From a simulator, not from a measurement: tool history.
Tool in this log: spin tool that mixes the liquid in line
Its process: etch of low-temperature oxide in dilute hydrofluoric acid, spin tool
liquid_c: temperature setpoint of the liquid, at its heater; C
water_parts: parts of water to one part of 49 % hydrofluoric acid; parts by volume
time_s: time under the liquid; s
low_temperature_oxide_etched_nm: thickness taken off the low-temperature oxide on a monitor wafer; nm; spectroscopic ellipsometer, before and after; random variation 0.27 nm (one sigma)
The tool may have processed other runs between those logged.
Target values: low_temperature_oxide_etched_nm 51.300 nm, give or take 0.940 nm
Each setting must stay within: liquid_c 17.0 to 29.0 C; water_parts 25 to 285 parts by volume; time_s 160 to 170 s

run,hour,liquid_c,water_parts,time_s,low_temperature_oxide_etched_nm
1,0.0,21.0,155,160,28.824
2,1.1,24.5,155,160,33.153
3,8.4,26.0,145,160,38.167
4,10.4,29.0,145,160,42.912
5,16.4,29.0,145,160,42.705
6,21.7,26.0,145,160,38.022
7,28.5,29.0,115,160,55.815
8,35.3,28.5,115,160,54.474
9,39.9,28.0,115,160,53.731
10,43.0,27.5,115,160,52.440

Next run, 5 choices. One meets every target within its allowed miss, the rest don't. Which?
A,46.1,25.5,110,160,?
B,46.1,28.0,120,170,?
C,46.1,28.0,115,160,?
D,46.1,29.0,125,170,?
E,46.1,28.5,115,160,?

move,low_temperature_oxide_etched_nm
A,50.674
B,53.662
C,53.030
D,53.146
E,54.042
A: each result inside its tolerance
B: the biggest miss grows against the last run
C: the biggest miss grows against the last run
D: the biggest miss grows against the last run
E: the biggest miss grows against the last run
Go with A: it meets all targets.
